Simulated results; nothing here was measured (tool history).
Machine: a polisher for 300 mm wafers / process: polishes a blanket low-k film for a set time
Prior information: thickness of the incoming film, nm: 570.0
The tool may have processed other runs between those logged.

| run | day | flow of slurry (ml/min) | pressure of the wafer on the pad (kPa) | speed of the pad under the wafer (cm/s) | abrasive content of the slurry | polishing time (s) | film removed (angstrom) |
|---|---|---|---|---|---|---|---|
| 1 | 0.000 | 285 | 11.0 | 86 | 1.0 | 43 | 106.990 |
| 2 | 0.129 | 285 | 11.0 | 102 | 1.0 | 43 | 120.860 |
| 3 | 0.242 | 285 | 11.0 | 110 | 1.0 | 43 | 122.940 |
| 4 | 0.442 | 240 | 11.0 | 110 | 1.0 | 43 | 123.750 |
| 5 | 0.662 | 240 | 9.7 | 104 | 1.0 | 43 | 107.250 |
| 6 | 0.992 | 240 | 6.9 | 104 | 1.0 | 43 | 79.307 |
| 7 | 1.192 | 240 | 6.2 | 102 | 1.0 | 43 | 72.872 |

The next listed run, before its measurement:
| 8 | 1.338 | 240 | 6.2 | 100 | 1.0 | 43 | ? |

Run 8 yielded film removed (angstrom) 71.667.

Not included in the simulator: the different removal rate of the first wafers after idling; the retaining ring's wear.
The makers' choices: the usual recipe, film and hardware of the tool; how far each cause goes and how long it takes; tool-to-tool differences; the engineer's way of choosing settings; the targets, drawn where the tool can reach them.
